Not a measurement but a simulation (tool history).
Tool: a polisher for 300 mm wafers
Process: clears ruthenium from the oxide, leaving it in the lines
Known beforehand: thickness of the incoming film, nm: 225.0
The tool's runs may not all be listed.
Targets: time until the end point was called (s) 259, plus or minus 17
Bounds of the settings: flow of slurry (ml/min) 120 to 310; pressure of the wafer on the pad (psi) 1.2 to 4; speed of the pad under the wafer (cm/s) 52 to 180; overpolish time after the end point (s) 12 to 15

| run | hour | flow of slurry (ml/min) | pressure of the wafer on the pad (psi) | speed of the pad under the wafer (cm/s) | overpolish time after the end point (s) | time until the end point was called (s) |
|---|---|---|---|---|---|---|
| 1 | 0 | 200 | 2.6 | 116 | 15 | 152.67 |
| 2 | 1.6 | 200 | 2.6 | 116 | 12 | 147.45 |
| 3 | 5.5 | 200 | 2.6 | 90 | 12 | 203.5 |
| 4 | 6.7 | 200 | 2.5 | 90 | 12 | 205.19 |
| 5 | 14 | 200 | 2.4 | 90 | 12 | 212.02 |
| 6 | 21.5 | 200 | 2.3 | 90 | 12 | 223.27 |
| 7 | 25.3 | 200 | 2.2 | 90 | 12 | 218.88 |
| 8 | 31.8 | 200 | 2.1 | 88 | 12 | 223.21 |

Pick the move, out of 4, that brings all results within their allowed miss; only one does.
| A | 38.3 | 210 | 2.1 | 62 | 13 | ? |
| B | 38.3 | 250 | 1.9 | 70 | 15 | ? |
| C | 38.3 | 205 | 2.2 | 64 | 12 | ? |
| D | 38.3 | 245 | 2.3 | 70 | 12 | ? |

| move | time until the end point was called (s) |
|---|---|
| A | 328.68 |
| B | 305.9 |
| C | 310.59 |
| D | 272.19 |
A: takes the biggest miss from the last run beyond its target
B: takes the biggest miss from the last run beyond its target
C: takes the biggest miss from the last run beyond its target
D: meets every target
Go with D: it meets all targets.
